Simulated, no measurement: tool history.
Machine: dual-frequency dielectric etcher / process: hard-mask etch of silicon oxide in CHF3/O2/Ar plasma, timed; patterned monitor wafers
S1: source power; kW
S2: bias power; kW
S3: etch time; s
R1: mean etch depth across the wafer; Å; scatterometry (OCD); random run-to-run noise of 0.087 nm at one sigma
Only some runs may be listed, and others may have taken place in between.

run,hour,S1,S2,S3,R1
1,0.0,0.670,0.212,14.5,339.68
2,3.2,0.700,0.213,14.5,344.40
3,4.7,0.580,0.213,14.5,327.93
4,5.7,0.630,0.217,14.5,339.77
5,12.6,0.670,0.219,14.5,345.65
6,21.4,0.670,0.219,14.5,345.58

Run 7 is up next; what results do you expect?
7,26.1,0.700,0.221,14.5,?

R1: 350.29 Å

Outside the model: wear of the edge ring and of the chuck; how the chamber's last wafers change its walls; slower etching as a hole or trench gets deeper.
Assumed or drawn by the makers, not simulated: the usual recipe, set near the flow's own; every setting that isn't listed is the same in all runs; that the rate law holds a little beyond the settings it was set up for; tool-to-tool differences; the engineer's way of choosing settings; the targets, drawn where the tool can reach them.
